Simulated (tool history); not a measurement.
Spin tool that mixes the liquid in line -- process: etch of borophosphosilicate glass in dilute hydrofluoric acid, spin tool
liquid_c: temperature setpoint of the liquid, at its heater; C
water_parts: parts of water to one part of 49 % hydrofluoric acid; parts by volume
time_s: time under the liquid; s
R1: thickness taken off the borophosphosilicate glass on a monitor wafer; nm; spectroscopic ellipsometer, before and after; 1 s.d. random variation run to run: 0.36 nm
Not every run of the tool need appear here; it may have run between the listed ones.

Run 1, day 0.000: liquid_c 23.0 C, water_parts 270 parts by volume, time_s 295 s. Result: R1 43.962 nm.
Run 2, day 0.033: liquid_c 23.0 C, water_parts 270 parts by volume, time_s 315 s. Result: R1 46.970 nm.
Run 3, day 0.267: liquid_c 23.0 C, water_parts 270 parts by volume, time_s 295 s. Result: R1 43.725 nm.
Run 4, day 0.550: liquid_c 24.0 C, water_parts 255 parts by volume, time_s 295 s. Result: R1 49.081 nm.
Run 5, day 0.612: liquid_c 25.0 C, water_parts 245 parts by volume, time_s 295 s. Result: R1 53.469 nm.
Run 6, day 0.808: liquid_c 26.0 C, water_parts 235 parts by volume, time_s 295 s. Result: R1 57.812 nm.
Run 7, day 1.033: liquid_c 26.5 C, water_parts 230 parts by volume, time_s 295 s. Result: R1 60.914 nm.
Run 8, day 1.392: liquid_c 27.0 C, water_parts 225 parts by volume, time_s 295 s. Result: R1 63.613 nm.
Run 9, day 1.625: liquid_c 27.5 C, water_parts 220 parts by volume, time_s 295 s. Result: R1 67.170 nm.
Run 10, day 1.738: liquid_c 28.0 C, water_parts 215 parts by volume, time_s 295 s. Result: R1 69.782 nm.
Run 11, day 1.775: liquid_c 28.5 C, water_parts 210 parts by volume, time_s 295 s. Result: R1 72.522 nm.
At day 2.021: thermometer replaced.
Run 12, day 2.021: liquid_c 29.0 C, water_parts 210 parts by volume, time_s 295 s. Result: R1 69.725 nm.

Run 13 comes next. What will it give?
Run 13, day 2.292: liquid_c 29.0 C, water_parts 205 parts by volume, time_s 295 s. Result: R1 ?.

R1: 71.746 nm
